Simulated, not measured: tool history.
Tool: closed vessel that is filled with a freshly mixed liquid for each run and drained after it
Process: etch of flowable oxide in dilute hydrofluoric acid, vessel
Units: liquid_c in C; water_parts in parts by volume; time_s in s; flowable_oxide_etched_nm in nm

{"run": 1, "hour": 0.0, "liquid_c": 26.0, "water_parts": 160, "time_s": 160, "flowable_oxide_etched_nm": 36.734}
{"run": 2, "hour": 4.4, "liquid_c": 26.0, "water_parts": 160, "time_s": 175, "flowable_oxide_etched_nm": 40.5}
{"run": 3, "hour": 10.8, "liquid_c": 26.0, "water_parts": 160, "time_s": 175, "flowable_oxide_etched_nm": 40.257}
{"run": 4, "hour": 15.5, "liquid_c": 23.0, "water_parts": 160, "time_s": 175, "flowable_oxide_etched_nm": 35.836}
{"run": 5, "hour": 17.7, "liquid_c": 23.0, "water_parts": 125, "time_s": 175, "flowable_oxide_etched_nm": 47.73}
{"run": 6, "hour": 26.8, "liquid_c": 20.5, "water_parts": 125, "time_s": 175, "flowable_oxide_etched_nm": 43.35}
{"run": 7, "hour": 32.8, "liquid_c": 20.0, "water_parts": 135, "time_s": 175, "flowable_oxide_etched_nm": 38.923}

The next listed run, before its measurement:
{"run": 8, "hour": 35.3, "liquid_c": 20.0, "water_parts": 135, "time_s": 175, "flowable_oxide_etched_nm": "?"}

flowable_oxide_etched_nm: 38.903 nm
